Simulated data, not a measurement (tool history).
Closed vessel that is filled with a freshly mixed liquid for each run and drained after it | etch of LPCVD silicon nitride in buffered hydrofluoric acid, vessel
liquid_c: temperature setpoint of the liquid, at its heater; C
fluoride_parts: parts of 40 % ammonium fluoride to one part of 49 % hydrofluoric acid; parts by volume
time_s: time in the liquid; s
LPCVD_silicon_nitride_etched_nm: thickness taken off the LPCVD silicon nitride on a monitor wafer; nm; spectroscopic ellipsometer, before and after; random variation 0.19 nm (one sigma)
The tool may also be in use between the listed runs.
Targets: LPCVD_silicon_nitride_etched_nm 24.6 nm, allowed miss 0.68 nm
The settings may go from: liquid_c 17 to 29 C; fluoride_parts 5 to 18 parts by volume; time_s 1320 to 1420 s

| run | hour | liquid_c | fluoride_parts | time_s | LPCVD_silicon_nitride_etched_nm |
|---|---|---|---|---|---|
| 1 | 0 | 21 | 11 | 1320 | 16.242 |
| 2 | 8 | 21 | 12 | 1320 | 14.976 |
| 3 | 15.8 | 21 | 12 | 1420 | 16.059 |
| 4 | 17.5 | 18 | 12 | 1420 | 13.431 |
| 5 | 24.9 | 17 | 12 | 1420 | 12.757 |
| 6 | 31.5 | 17 | 13 | 1420 | 11.878 |
| 7 | 36.5 | 20.5 | 13 | 1420 | 14.638 |
| 8 | 37.8 | 23 | 13 | 1420 | 16.836 |
| 9 | 46.8 | 24.5 | 13 | 1420 | 18.09 |
| 10 | 47.4 | 26 | 13 | 1420 | 19.477 |
| 11 | 48 | 27 | 12.5 | 1420 | 21.493 |
| 12 | 55.3 | 27.5 | 12.5 | 1420 | 21.926 |
| 13 | 60.3 | 28 | 12.5 | 1420 | 22.618 |
| 14 | 63.9 | 28.5 | 12.5 | 1420 | 23.052 |

5 next moves are on the table. One of them brings every result within its allowed miss. Which?
| A | 67.5 | 29 | 11.5 | 1365 | ? |
| B | 67.5 | 29 | 13.5 | 1365 | ? |
| C | 67.5 | 29 | 12.5 | 1370 | ? |
| D | 67.5 | 29 | 13 | 1405 | ? |
| E | 67.5 | 29 | 13 | 1335 | ? |

| move | LPCVD_silicon_nitride_etched_nm |
|---|---|
| A | 25 |
| B | 21.376 |
| C | 23.131 |
| D | 22.829 |
| E | 21.692 |
A: meets every target
B: further off than the last run
C: nearer than the last run, and not there yet
D: further off than the last run
E: further off than the last run
Move A is the one to make.
